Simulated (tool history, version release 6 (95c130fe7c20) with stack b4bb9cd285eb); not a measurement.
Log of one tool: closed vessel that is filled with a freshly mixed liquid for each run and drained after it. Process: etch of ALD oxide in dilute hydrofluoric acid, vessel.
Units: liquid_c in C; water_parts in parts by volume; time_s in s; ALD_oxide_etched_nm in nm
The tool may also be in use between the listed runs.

run    day  liquid_c  water_parts  time_s  ALD_oxide_etched_nm
  1      0        22           95      35                13.64
  2  0.358        22           95      30               11.522
  3  0.571        25           95      30               13.121
  4  0.671        25           65      30               20.212
  5  0.788        28           65      30                22.64
  6  0.825        28           65      30               22.945
  7  1.162        25           75      30               17.098
  8    1.4        25           75      30               17.184
  9  1.529      22.5           80      30               14.429
 10  1.825        21           80      30               13.425

Forecast run 11:
     2.075  -- thermometer replaced
 11  2.075        20           80      30                    ?

ALD_oxide_etched_nm: 12.534 nm
